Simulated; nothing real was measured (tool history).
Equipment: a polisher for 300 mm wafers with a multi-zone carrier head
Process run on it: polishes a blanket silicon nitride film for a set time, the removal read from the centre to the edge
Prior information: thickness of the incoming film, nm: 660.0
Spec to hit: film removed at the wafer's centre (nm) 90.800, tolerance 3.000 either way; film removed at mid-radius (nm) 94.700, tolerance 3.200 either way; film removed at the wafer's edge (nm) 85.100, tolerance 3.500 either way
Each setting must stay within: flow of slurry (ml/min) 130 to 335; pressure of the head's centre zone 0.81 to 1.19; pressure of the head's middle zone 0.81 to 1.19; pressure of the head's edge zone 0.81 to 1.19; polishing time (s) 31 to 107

run,day,flow of slurry (ml/min),pressure of the head's centre zone,pressure of the head's middle zone,pressure of the head's edge zone,polishing time (s),film removed at the wafer's centre (nm),film removed at mid-radius (nm),film removed at the wafer's edge (nm)
1,0.000,215,1.00,1.00,1.00,69,115.450,115.670,117.550
2,0.100,215,0.94,1.00,1.00,69,108.400,115.990,118.830
3,0.142,215,0.95,1.01,0.98,67,106.470,113.130,112.820
4,0.292,235,0.95,1.01,0.98,67,108.190,115.120,113.360
5,0.638,235,0.95,1.01,0.98,59,95.963,101.020,99.651
6,0.846,235,0.95,1.01,0.96,58,93.577,100.840,96.879
7,0.996,235,0.96,1.00,0.94,58,94.200,98.488,97.054
8,1.108,235,0.97,1.01,0.93,57,94.110,98.512,95.628
9,1.150,210,1.00,1.03,0.83,53,89.424,91.352,81.152

Consider the 4 candidate settings below. Which is the only one whose results all fall within their allowed miss of target?
A,1.192,280,0.98,1.03,0.84,54,?,?,?
B,1.192,190,0.98,0.90,0.90,57,?,?,?
C,1.192,195,1.05,1.14,0.81,56,?,?,?
D,1.192,215,1.07,1.10,0.83,55,?,?,?

move,film removed at the wafer's centre (nm),film removed at mid-radius (nm),film removed at the wafer's edge (nm)
A,91.759,95.194,86.662
B,93.228,86.762,92.204
C,98.612,104.330,86.289
D,99.651,100.230,86.262
A: hits every target within its allowed miss
B: pushes the last run's worst result past its target
C: meets the target for the result that was furthest off, but another lies outside its allowed miss
D: meets the target for the result that was furthest off, but another lies outside its allowed miss
Move A is the one to make.
